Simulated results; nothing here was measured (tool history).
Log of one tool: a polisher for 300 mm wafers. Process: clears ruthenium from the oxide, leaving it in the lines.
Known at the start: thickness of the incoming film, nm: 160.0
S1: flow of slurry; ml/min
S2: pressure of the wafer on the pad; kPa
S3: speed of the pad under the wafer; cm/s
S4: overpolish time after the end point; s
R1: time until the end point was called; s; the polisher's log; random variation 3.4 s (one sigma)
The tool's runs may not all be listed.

Run 1, hour 0.0: S1 190 ml/min, S2 14.5 kPa, S3 130 cm/s, S4 33 s. Result: R1 117.91 s.
Run 2, hour 8.0: S1 190 ml/min, S2 12.4 kPa, S3 128 cm/s, S4 33 s. Result: R1 134.34 s.
Run 3, hour 14.5: S1 190 ml/min, S2 11.0 kPa, S3 124 cm/s, S4 33 s. Result: R1 154.41 s.
Run 4, hour 15.9: S1 190 ml/min, S2 11.0 kPa, S3 142 cm/s, S4 33 s. Result: R1 139.04 s.
Run 5, hour 19.0: S1 190 ml/min, S2 11.0 kPa, S3 170 cm/s, S4 33 s. Result: R1 116.98 s.
Run 6, hour 22.4: S1 185 ml/min, S2 9.7 kPa, S3 158 cm/s, S4 33 s. Result: R1 142.74 s.

Run 7 comes next. What will it give?
Run 7, hour 29.6: S1 180 ml/min, S2 9.0 kPa, S3 152 cm/s, S4 33 s. Result: R1 ?.

Run 7 gave R1 156.42 s.

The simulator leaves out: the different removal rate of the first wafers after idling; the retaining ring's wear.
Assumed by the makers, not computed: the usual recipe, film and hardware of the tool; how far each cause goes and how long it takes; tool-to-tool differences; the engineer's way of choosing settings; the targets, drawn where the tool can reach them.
